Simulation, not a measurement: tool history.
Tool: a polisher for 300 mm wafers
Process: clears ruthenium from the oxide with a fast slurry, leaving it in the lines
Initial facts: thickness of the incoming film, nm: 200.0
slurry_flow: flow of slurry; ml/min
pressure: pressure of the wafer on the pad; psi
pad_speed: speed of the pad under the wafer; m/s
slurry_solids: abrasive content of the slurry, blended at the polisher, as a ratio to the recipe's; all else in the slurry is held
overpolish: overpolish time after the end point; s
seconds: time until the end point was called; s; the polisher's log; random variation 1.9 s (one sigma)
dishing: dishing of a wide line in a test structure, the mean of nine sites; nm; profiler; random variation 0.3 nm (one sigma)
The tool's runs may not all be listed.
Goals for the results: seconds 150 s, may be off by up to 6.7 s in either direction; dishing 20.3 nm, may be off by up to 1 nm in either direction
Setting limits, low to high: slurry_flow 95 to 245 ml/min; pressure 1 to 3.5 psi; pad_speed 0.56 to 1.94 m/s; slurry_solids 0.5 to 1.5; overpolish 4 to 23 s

run	hour	slurry_flow	pressure	pad_speed	slurry_solids	overpolish	seconds	dishing
1	0	155	2.2	1.24	1	12	49.107	46.209
2	3.4	155	2.1	1.18	1	12	54.21	43.084
3	10.7	155	2.1	1.02	1	12	61.143	38.316
4	14.9	155	2.1	1.02	0.9	12	65.346	36.176
5	21.9	130	2.1	1.02	0.9	12	65.858	34.633
6	27.7	130	2	0.98	0.9	12	72.578	34.306
7	28.5	125	1.4	0.66	0.85	11	139.06	16.42
8	36.4	120	1.3	0.66	0.85	13	150.1	18.083
9	39.4	120	1.3	0.66	0.85	14	146.13	19.169

Pick the move, out of 5, that brings all results within their allowed miss; only one does.
A	42.4	120	1.3	0.68	0.75	15	?	?
B	42.4	150	1.3	0.72	0.9	13	?	?
C	42.4	150	1.3	0.7	0.9	15	?	?
D	42.4	180	1.5	0.6	0.65	13	?	?
E	42.4	120	1.5	0.62	0.85	14	?	?

move	seconds	dishing
A	152.41	19.62
B	132.15	19.611
C	135.12	22.032
D	146.64	17.734
E	138.07	20.193
A: each result inside its tolerance
B: meets the target for the result that was furthest off, but another lies outside its allowed miss
C: carries the result that was furthest off beyond its target, to the other side
D: lands further from the targets than the last run did
E: meets the target for the result that was furthest off, but another lies outside its allowed miss
A is the move that brings every result within its allowed miss.
